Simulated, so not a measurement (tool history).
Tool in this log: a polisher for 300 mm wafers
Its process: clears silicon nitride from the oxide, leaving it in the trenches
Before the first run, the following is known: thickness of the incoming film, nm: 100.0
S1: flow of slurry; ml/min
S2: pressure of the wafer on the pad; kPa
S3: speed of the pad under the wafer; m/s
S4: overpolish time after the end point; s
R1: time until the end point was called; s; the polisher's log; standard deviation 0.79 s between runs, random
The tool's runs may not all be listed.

{"run": 1, "hour": 0.0, "S1": 185, "S2": 24.1, "S3": 1.22, "S4": 7, "R1": 73.727}
{"run": 2, "hour": 6.2, "S1": 185, "S2": 25.5, "S3": 1.22, "S4": 7, "R1": 71.347}
{"run": 3, "hour": 14.9, "S1": 220, "S2": 25.5, "S3": 1.22, "S4": 7, "R1": 69.278}
{"run": 4, "hour": 23.3, "S1": 220, "S2": 26.9, "S3": 1.22, "S4": 7, "R1": 65.561}
{"run": 5, "hour": 23.9, "S1": 220, "S2": 27.6, "S3": 1.22, "S4": 7, "R1": 64.06}
{"run": 6, "hour": 26.6, "S1": 220, "S2": 27.6, "S3": 1.36, "S4": 7, "R1": 59.373}
{"run": 7, "hour": 32.3, "S1": 220, "S2": 28.3, "S3": 1.36, "S4": 7, "R1": 56.086}

Estimate the outcome of run 8 from the log above:
{"run": 8, "hour": 33.8, "S1": 220, "S2": 29, "S3": 1.36, "S4": 7, "R1": "?"}

R1: 55.11 s
